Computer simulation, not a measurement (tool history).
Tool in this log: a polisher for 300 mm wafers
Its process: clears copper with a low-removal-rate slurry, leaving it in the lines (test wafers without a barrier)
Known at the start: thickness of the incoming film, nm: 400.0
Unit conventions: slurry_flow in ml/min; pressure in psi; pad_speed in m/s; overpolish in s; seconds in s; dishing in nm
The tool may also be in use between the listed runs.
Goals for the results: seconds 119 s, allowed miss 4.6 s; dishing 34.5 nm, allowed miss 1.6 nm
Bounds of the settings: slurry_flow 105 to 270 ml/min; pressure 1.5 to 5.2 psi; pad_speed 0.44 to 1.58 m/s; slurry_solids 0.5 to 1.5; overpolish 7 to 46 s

run	hour	slurry_flow	pressure	pad_speed	slurry_solids	overpolish	seconds	dishing
1	0	175	3.3	1	1	24	120.49	50.162
2	7.7	180	3.3	1	1	22	118.45	47.271
3	9.7	180	3.3	1	1.1	22	118.83	47.565
4	18.3	180	3.3	1	1.1	21	118.8	45.82
5	23.3	180	3.3	1.2	1.1	21	101.9	51.846
6	29.1	180	3.2	1.2	1.1	20	105.85	49.134
7	31.6	180	3.2	1.2	1.1	19	103.6	45.365
8	37.1	180	3.1	1.2	1.1	19	106.3	45.463
9	44.2	180	3	1.2	1.1	18	110.32	43.384
10	50.2	180	3	1.2	1.1	17	111.54	40.774
11	52.1	175	2.8	1.2	1.1	13	117.92	30.08
12	54.1	180	2.8	1.2	1.1	13	116.58	30.78
13	61.6	180	2.7	1.2	1.1	18	116.97	39.353
14	69.7	170	2.7	1.2	1.1	17	120.74	38.122
15	76.5	175	2.7	1.2	1.1	17	117.8	37.557

Which single option among these 5 for the next run brings every result within its allowed miss of target? Just one does.
A	83.3	170	2.6	1.18	1.3	17	?	?
B	83.3	195	2.6	1.3	0.85	15	?	?
C	83.3	135	3	1.28	1.1	16	?	?
D	83.3	205	2.7	1.36	1.1	16	?	?
E	83.3	125	3.6	0.94	1.4	17	?	?

move	seconds	dishing
A	120.32	37.325
B	118.22	34.017
C	109.22	38.677
D	105.09	39.827
E	117.61	38.453
A: closer than the last run, but not yet in spec
B: all results land within tolerance of their targets
C: moves away from the targets compared with the last run
D: moves away from the targets compared with the last run
E: moves away from the targets compared with the last run
B is the move that brings every result within its allowed miss.
